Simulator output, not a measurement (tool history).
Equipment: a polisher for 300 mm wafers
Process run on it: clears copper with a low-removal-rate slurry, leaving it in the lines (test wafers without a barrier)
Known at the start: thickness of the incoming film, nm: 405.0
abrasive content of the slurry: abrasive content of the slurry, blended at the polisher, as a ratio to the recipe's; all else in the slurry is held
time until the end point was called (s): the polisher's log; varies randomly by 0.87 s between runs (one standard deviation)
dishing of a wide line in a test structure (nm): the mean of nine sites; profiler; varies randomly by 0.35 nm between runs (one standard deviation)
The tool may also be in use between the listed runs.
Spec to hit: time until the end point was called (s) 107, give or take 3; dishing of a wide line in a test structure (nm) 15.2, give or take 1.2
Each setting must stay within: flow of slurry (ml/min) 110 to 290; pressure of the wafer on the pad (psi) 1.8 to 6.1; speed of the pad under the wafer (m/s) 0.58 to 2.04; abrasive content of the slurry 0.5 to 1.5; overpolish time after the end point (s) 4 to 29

run	hour	flow of slurry (ml/min)	pressure of the wafer on the pad (psi)	speed of the pad under the wafer (m/s)	abrasive content of the slurry	overpolish time after the end point (s)	time until the end point was called (s)	dishing of a wide line in a test structure (nm)
1	0	185	3.9	1.3	1	15	79.474	17.023
2	3	150	3.9	1.3	1	15	81.909	16.335
3	9.2	145	3.8	1.3	1	15	83.341	17.341
4	10.5	145	3.8	1.3	1	12	83.743	17.007
5	18.1	170	3.8	1.3	1	12	80.758	16.046
6	20.6	170	3.7	1.3	1	12	83.895	16.68
7	29.1	175	3.6	1.3	1	11	84.821	16.558
8	33.2	180	3.5	1.3	1	10	87.302	15.992
9	40.9	180	3.4	1.3	1	10	87.797	15.388
10	41.9	175	3.3	1.3	1	11	90.82	15.825
11	47.6	175	3.2	1.3	1	11	94.218	15.301
12	56.7	170	3.2	1.3	1	11	94.563	15.622
13	63.4	170	3.2	1.3	1	11	92.161	15.936
14	65.3	170	3.1	1.3	1	11	96.201	15.622
15	73.1	165	2.9	1.3	1	11	101.14	15.207

Which one of the following 4 next-run settings gets every result inside its allowed miss? There is exactly one.
A	80.9	185	2.7	1.2	1.25	11	?	?
B	80.9	140	3.5	1.06	0.85	13	?	?
C	80.9	225	2.2	1.38	0.9	13	?	?
D	80.9	160	2.7	1.26	0.95	12	?	?

move	time until the end point was called (s)	dishing of a wide line in a test structure (nm)
A	109.5	15.227
B	116.16	15.807
C	117.46	15.54
D	114.4	15.419
A: in spec on every target
B: the result that was furthest off in the last run now lies on the other side of its target
C: the result that was furthest off in the last run now lies on the other side of its target
D: the result that was furthest off in the last run now lies on the other side of its target
A meets every target.

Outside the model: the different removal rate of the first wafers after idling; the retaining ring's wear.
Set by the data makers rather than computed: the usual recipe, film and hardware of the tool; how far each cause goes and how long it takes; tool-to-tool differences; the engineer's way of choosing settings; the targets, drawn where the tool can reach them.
